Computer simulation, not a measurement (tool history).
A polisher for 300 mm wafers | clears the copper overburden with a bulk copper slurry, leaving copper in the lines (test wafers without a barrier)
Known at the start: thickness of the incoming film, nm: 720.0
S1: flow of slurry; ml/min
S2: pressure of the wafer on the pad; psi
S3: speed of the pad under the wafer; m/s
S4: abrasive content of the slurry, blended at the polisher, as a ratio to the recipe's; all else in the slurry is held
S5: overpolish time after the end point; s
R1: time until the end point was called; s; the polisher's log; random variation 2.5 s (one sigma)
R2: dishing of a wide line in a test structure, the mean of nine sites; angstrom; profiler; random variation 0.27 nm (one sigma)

Run 1, hour 0.0: S1 125 ml/min, S2 1.8 psi, S3 1.18 m/s, S4 1.00, S5 22 s. Result: R1 128.73 s, R2 783.86 angstrom.
Run 2, hour 6.0: S1 125 ml/min, S2 1.8 psi, S3 1.18 m/s, S4 1.15, S5 22 s. Result: R1 128.64 s, R2 796.16 angstrom.
Run 3, hour 9.2: S1 130 ml/min, S2 1.6 psi, S3 1.16 m/s, S4 1.05, S5 20 s. Result: R1 144.28 s, R2 673.65 angstrom.
Run 4, hour 15.3: S1 125 ml/min, S2 1.5 psi, S3 1.16 m/s, S4 0.95, S5 18 s. Result: R1 160.16 s, R2 571.62 angstrom.
Run 5, hour 19.0: S1 115 ml/min, S2 1.4 psi, S3 1.20 m/s, S4 0.90, S5 16 s. Result: R1 173.70 s, R2 484.16 angstrom.
Run 6, hour 26.3: S1 115 ml/min, S2 1.6 psi, S3 1.20 m/s, S4 0.90, S5 16 s. Result: R1 152.87 s, R2 543.87 angstrom.
Run 7, hour 30.6: S1 110 ml/min, S2 1.5 psi, S3 1.26 m/s, S4 0.85, S5 15 s. Result: R1 156.39 s, R2 506.27 angstrom.
Run 8, hour 32.4: S1 105 ml/min, S2 1.4 psi, S3 1.30 m/s, S4 0.80, S5 14 s. Result: R1 164.49 s, R2 435.31 angstrom.
Run 9, hour 34.4: S1 115 ml/min, S2 0.9 psi, S3 1.40 m/s, S4 0.55, S5 7 s. Result: R1 253.37 s, R2 162.99 angstrom.
Run 10, hour 40.3: S1 115 ml/min, S2 0.9 psi, S3 1.38 m/s, S4 0.55, S5 7 s. Result: R1 246.54 s, R2 163.44 angstrom.
Run 11, hour 45.6: S1 110 ml/min, S2 0.9 psi, S3 1.36 m/s, S4 0.55, S5 7 s. Result: R1 268.03 s, R2 155.41 angstrom.
Run 12, hour 52.4: S1 110 ml/min, S2 0.9 psi, S3 1.34 m/s, S4 0.55, S5 7 s. Result: R1 267.69 s, R2 155.40 angstrom.
Run 13, hour 54.2: S1 115 ml/min, S2 1.3 psi, S3 1.32 m/s, S4 0.55, S5 16 s. Result: R1 187.94 s, R2 443.95 angstrom.
Run 14, hour 61.5: S1 120 ml/min, S2 1.2 psi, S3 1.34 m/s, S4 0.60, S5 16 s. Result: R1 193.13 s, R2 429.14 angstrom.
Run 15, hour 68.7: S1 155 ml/min, S2 0.8 psi, S3 1.04 m/s, S4 0.85, S5 7 s. Result: R1 316.40 s, R2 132.02 angstrom.
Run 16, hour 75.7: S1 155 ml/min, S2 0.9 psi, S3 1.04 m/s, S4 0.85, S5 7 s. Result: R1 287.26 s, R2 145.94 angstrom.

Forecast run 17:
Run 17, hour 78.8: S1 155 ml/min, S2 1.0 psi, S3 1.04 m/s, S4 0.85, S5 7 s. Result: R1 ?, R2 ?.

Run 17 gave R1 253.36 s, R2 158.72 angstrom.

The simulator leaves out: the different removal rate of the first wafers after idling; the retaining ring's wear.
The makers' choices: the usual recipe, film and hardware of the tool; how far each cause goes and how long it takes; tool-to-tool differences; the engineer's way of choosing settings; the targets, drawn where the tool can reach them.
